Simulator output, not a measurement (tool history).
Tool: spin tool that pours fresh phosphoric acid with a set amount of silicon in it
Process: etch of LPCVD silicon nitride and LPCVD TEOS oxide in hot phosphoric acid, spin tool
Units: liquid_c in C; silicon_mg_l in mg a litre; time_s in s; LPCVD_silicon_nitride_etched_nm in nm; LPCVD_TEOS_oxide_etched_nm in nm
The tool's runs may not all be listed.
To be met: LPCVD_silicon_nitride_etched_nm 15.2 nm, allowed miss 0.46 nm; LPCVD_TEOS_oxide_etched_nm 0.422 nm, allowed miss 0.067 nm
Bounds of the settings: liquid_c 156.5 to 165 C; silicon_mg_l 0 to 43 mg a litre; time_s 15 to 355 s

run    day  liquid_c  silicon_mg_l  time_s  LPCVD_silicon_nitride_etched_nm  LPCVD_TEOS_oxide_etched_nm
  1      0       160            19     180                            17.49                     0.43784
  2  0.371       159          16.5     175                           16.312                     0.47112
  3  0.717       159            12     175                           16.486                     0.50716
  4  1.004     158.5          13.5     175                           16.018                     0.48614
  5  1.229     160.5          13.5     175                           17.387                     0.53313
  6  1.467     159.5          14.5     175                           16.597                     0.43676
  7  1.704       159            14     175                            16.23                     0.44981
  8  1.792     158.5          13.5     175                           15.947                     0.45451

4 next moves are on the table. One of them brings every result within its allowed miss. Which?
  A  1.879     158.5             8     175                                ?                           ?
  B  1.879     159.5            13     190                                ?                           ?
  C  1.879     159.5            15     160                                ?                           ?
  D  1.879       158            14     180                                ?                           ?

move  LPCVD_silicon_nitride_etched_nm  LPCVD_TEOS_oxide_etched_nm
   A                           16.236                     0.49498
   B                           18.233                     0.51735
   C                           15.354                     0.41492
   D                            16.42                     0.42785
A: further off than the last run
B: further off than the last run
C: meets every target
D: further off than the last run
Move C is the one to make.
